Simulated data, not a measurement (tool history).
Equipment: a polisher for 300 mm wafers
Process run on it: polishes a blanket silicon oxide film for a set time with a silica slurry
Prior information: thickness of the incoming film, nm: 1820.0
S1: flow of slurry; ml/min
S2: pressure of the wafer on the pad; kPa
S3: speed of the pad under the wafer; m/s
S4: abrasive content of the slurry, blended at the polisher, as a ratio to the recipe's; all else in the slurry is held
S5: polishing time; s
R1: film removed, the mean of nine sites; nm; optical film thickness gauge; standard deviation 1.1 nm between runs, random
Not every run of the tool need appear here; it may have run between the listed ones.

{"run": 1, "hour": 0.0, "S1": 250, "S2": 33.1, "S3": 1.4, "S4": 1, "S5": 105, "R1": 416.2}
{"run": 2, "hour": 1.6, "S1": 245, "S2": 29, "S3": 1.22, "S4": 1, "S5": 105, "R1": 322.15}
{"run": 3, "hour": 9.1, "S1": 305, "S2": 29, "S3": 1.22, "S4": 1, "S5": 105, "R1": 333.18}
{"run": 4, "hour": 10.9, "S1": 295, "S2": 25.5, "S3": 1.08, "S4": 1, "S5": 105, "R1": 272.57}
{"run": 5, "hour": 13.3, "S1": 295, "S2": 25.5, "S3": 1.08, "S4": 1.15, "S5": 105, "R1": 288.7}
{"run": 6, "hour": 17.6, "S1": 295, "S2": 25.5, "S3": 1.2, "S4": 1.15, "S5": 105, "R1": 314.39}
{"run": 7, "hour": 25.7, "S1": 285, "S2": 22.8, "S3": 1.06, "S4": 1.15, "S5": 105, "R1": 255.61}
{"run": 8, "hour": 29.0, "S1": 265, "S2": 20.7, "S3": 0.98, "S4": 1.15, "S5": 105, "R1": 216.88}
{"run": 9, "hour": 33.2, "S1": 245, "S2": 19.3, "S3": 0.96, "S4": 1.15, "S5": 105, "R1": 199.89}
{"run": 10, "hour": 42.0, "S1": 225, "S2": 18.6, "S3": 0.94, "S4": 1.15, "S5": 105, "R1": 189.74}
{"run": 11, "hour": 51.0, "S1": 210, "S2": 17.9, "S3": 0.92, "S4": 1.15, "S5": 105, "R1": 178.06}
{"run": 12, "hour": 59.3, "S1": 200, "S2": 17.2, "S3": 0.92, "S4": 1.15, "S5": 105, "R1": 172.49}

Forecast run 13:
{"run": 13, "hour": 63.9, "S1": 190, "S2": 16.5, "S3": 0.9, "S4": 1.15, "S5": 105, "R1": "?"}

Logged for run 13: R1 160.1 nm.

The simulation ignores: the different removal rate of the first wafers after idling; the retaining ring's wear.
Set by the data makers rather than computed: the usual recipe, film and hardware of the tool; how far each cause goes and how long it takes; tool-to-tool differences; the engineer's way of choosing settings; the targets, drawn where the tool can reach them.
